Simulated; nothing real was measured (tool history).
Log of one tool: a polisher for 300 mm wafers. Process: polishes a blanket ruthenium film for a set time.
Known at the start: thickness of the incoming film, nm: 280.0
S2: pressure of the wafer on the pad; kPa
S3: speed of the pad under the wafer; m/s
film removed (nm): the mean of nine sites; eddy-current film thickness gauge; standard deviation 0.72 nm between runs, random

Run 1, hour 0: flow of slurry (ml/min) 290, S2 19.3 kPa, S3 1.28 m/s, polishing time (s) 49. Result: film removed (nm) 96.388.
Run 2, hour 2.8: flow of slurry (ml/min) 220, S2 19.3 kPa, S3 1.28 m/s, polishing time (s) 49. Result: film removed (nm) 92.101.
Run 3, hour 6.5: flow of slurry (ml/min) 220, S2 19.3 kPa, S3 1.04 m/s, polishing time (s) 49. Result: film removed (nm) 75.759.
Run 4, hour 10.1: flow of slurry (ml/min) 255, S2 21.4 kPa, S3 1.04 m/s, polishing time (s) 49. Result: film removed (nm) 84.733.
Run 5, hour 11: flow of slurry (ml/min) 255, S2 21.4 kPa, S3 1.26 m/s, polishing time (s) 49. Result: film removed (nm) 104.13.
Run 6, hour 15.1: flow of slurry (ml/min) 275, S2 21.4 kPa, S3 1.26 m/s, polishing time (s) 49. Result: film removed (nm) 103.78.
Run 7, hour 16.4: flow of slurry (ml/min) 295, S2 21.4 kPa, S3 1.26 m/s, polishing time (s) 49. Result: film removed (nm) 103.79.
Run 8, hour 25: flow of slurry (ml/min) 300, S2 22.1 kPa, S3 1.26 m/s, polishing time (s) 49. Result: film removed (nm) 107.4.
Run 9, hour 27.4: flow of slurry (ml/min) 305, S2 22.1 kPa, S3 1.26 m/s, polishing time (s) 49. Result: film removed (nm) 107.53.

For run 10, what comes out?
Run 10, hour 28.6: flow of slurry (ml/min) 310, S2 22.1 kPa, S3 1.26 m/s, polishing time (s) 49. Result: film removed (nm) ?.

film removed (nm): 108.79
